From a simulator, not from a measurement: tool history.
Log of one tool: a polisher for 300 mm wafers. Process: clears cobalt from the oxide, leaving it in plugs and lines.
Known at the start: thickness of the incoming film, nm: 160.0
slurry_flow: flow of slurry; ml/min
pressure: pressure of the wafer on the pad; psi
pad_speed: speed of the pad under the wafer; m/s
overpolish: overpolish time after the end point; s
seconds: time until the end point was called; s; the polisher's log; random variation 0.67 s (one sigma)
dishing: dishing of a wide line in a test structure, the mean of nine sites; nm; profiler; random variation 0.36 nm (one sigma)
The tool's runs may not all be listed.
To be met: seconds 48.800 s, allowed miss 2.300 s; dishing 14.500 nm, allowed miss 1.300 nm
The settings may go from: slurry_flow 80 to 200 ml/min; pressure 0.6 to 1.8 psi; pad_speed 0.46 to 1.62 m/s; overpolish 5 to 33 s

run 1 hour=0.0 | slurry_flow=130 pressure=1.2 pad_speed=1.04 overpolish=17 | seconds=49.488 dishing=37.858
run 2 hour=4.9 | slurry_flow=130 pressure=1.2 pad_speed=1.04 overpolish=16 | seconds=49.534 dishing=35.661
run 3 hour=9.0 | slurry_flow=130 pressure=1.2 pad_speed=1.04 overpolish=10 | seconds=49.443 dishing=26.583
run 4 hour=11.5 | slurry_flow=130 pressure=1.2 pad_speed=1.26 overpolish=10 | seconds=43.190 dishing=29.802
run 5 hour=15.9 | slurry_flow=130 pressure=1.2 pad_speed=1.04 overpolish=10 | seconds=49.133 dishing=25.553
run 6 hour=17.1 | slurry_flow=130 pressure=1.0 pad_speed=1.04 overpolish=10 | seconds=59.674 dishing=22.921
run 7 hour=25.0 | slurry_flow=140 pressure=1.0 pad_speed=0.98 overpolish=9 | seconds=60.516 dishing=19.480
run 8 hour=26.6 | slurry_flow=145 pressure=1.0 pad_speed=0.98 overpolish=9 | seconds=61.983 dishing=19.466
run 9 hour=32.2 | slurry_flow=150 pressure=1.0 pad_speed=0.96 overpolish=9 | seconds=62.234 dishing=19.504
run 10 hour=33.5 | slurry_flow=155 pressure=1.0 pad_speed=0.94 overpolish=9 | seconds=62.423 dishing=19.035
run 11 hour=36.1 | slurry_flow=160 pressure=1.0 pad_speed=0.92 overpolish=9 | seconds=62.357 dishing=18.887
run 12 hour=37.8 | slurry_flow=165 pressure=1.0 pad_speed=0.90 overpolish=9 | seconds=63.589 dishing=19.019

4 next moves are on the table. One of them brings every result within its allowed miss. Which?
run A hour=39.5 | slurry_flow=185 pressure=1.0 pad_speed=1.06 overpolish=10 | seconds=? dishing=?
run B hour=39.5 | slurry_flow=180 pressure=1.1 pad_speed=0.94 overpolish=5 | seconds=? dishing=?
run C hour=39.5 | slurry_flow=185 pressure=1.1 pad_speed=0.92 overpolish=5 | seconds=? dishing=?
run D hour=39.5 | slurry_flow=175 pressure=1.3 pad_speed=0.92 overpolish=5 | seconds=? dishing=?

move=A seconds=56.025 dishing=23.839
move=B seconds=56.043 dishing=13.160
move=C seconds=56.697 dishing=13.024
move=D seconds=48.608 dishing=14.934
A: further off than the last run
B: nearer than the last run, and not there yet
C: nearer than the last run, and not there yet
D: meets every target
The right move is D.

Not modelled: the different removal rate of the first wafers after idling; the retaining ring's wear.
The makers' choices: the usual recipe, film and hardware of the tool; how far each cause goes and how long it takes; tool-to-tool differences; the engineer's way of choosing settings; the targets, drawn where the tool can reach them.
